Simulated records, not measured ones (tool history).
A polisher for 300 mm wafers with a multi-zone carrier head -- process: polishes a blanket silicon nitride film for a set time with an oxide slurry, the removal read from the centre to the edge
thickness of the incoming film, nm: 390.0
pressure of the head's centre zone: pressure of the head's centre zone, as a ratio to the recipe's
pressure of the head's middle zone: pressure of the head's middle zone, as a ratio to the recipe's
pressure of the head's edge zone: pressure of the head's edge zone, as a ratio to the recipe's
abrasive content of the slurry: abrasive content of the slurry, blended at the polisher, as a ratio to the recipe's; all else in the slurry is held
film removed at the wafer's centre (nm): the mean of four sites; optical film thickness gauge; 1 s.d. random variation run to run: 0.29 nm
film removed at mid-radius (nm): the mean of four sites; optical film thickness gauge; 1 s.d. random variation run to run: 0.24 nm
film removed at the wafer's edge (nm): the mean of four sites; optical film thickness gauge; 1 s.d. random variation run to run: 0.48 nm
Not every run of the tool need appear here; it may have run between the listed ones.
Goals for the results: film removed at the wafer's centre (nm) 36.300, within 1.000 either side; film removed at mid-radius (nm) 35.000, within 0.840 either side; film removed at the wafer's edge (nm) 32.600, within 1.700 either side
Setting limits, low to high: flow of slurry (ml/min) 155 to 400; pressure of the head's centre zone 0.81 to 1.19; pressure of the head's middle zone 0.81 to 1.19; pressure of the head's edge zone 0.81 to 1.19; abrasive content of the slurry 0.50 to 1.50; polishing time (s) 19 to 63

run,day,flow of slurry (ml/min),pressure of the head's centre zone,pressure of the head's middle zone,pressure of the head's edge zone,abrasive content of the slurry,polishing time (s),film removed at the wafer's centre (nm),film removed at mid-radius (nm),film removed at the wafer's edge (nm)
1,0.000,255,1.00,1.00,1.00,1.00,41,23.078,22.466,23.249
2,0.288,255,1.00,1.00,1.00,1.15,41,23.835,23.194,23.730
3,0.512,265,1.03,1.04,1.03,1.25,42,26.344,25.235,25.492
4,0.688,275,1.04,1.07,1.04,1.30,43,27.185,27.220,26.236
5,0.925,280,1.06,1.08,1.06,1.35,44,29.155,28.218,27.782
6,1.058,285,1.08,1.10,1.07,1.40,45,30.361,30.000,28.612
7,1.133,290,1.10,1.11,1.08,1.40,46,31.697,30.947,28.993
8,1.233,295,1.11,1.11,1.09,1.40,47,33.144,31.502,30.519
9,1.538,305,1.12,1.12,1.10,1.40,47,33.103,31.678,30.231
# day 1.600: slurry nozzle cleaned
10,1.600,305,1.13,1.13,1.11,1.40,47,34.766,32.459,31.733
11,1.679,315,1.13,1.14,1.11,1.40,47,33.521,32.680,30.632
12,1.717,315,1.14,1.15,1.12,1.40,47,34.570,32.699,31.436
13,1.954,320,1.14,1.16,1.12,1.40,47,34.610,33.336,30.940
14,2.283,325,1.14,1.17,1.13,1.40,47,34.312,33.707,31.678
15,2.446,330,1.15,1.17,1.13,1.40,47,35.197,33.458,31.168
16,2.742,330,1.15,1.17,1.13,1.40,47,35.023,33.519,31.624
17,2.975,335,1.15,1.17,1.13,1.40,47,35.409,33.648,31.078
18,3.317,340,1.15,1.17,1.14,1.40,47,35.242,33.738,31.805
19,3.533,345,1.15,1.17,1.14,1.40,47,35.164,33.475,31.981

Exercise: of the 4 proposed moves below, exactly one satisfies all targets within the stated allowed misses. Which move is it?
A,3.750,385,1.09,1.11,1.19,1.35,49,?,?,?
B,3.750,315,1.05,1.19,1.18,1.40,50,?,?,?
C,3.750,290,1.17,1.19,1.14,1.40,49,?,?,?
D,3.750,310,1.06,1.17,1.19,1.30,51,?,?,?

move,film removed at the wafer's centre (nm),film removed at mid-radius (nm),film removed at the wafer's edge (nm)
A,34.465,33.617,32.599
B,33.686,36.272,33.075
C,36.547,35.294,31.780
D,33.922,35.659,33.138
A: as far off as the last run
B: moves the result that the last run missed by most past its target, out the other side
C: every result lands within tolerance
D: puts the biggest miss on target and leaves a different result outside tolerance
So the answer is move C, the one that meets all the targets.
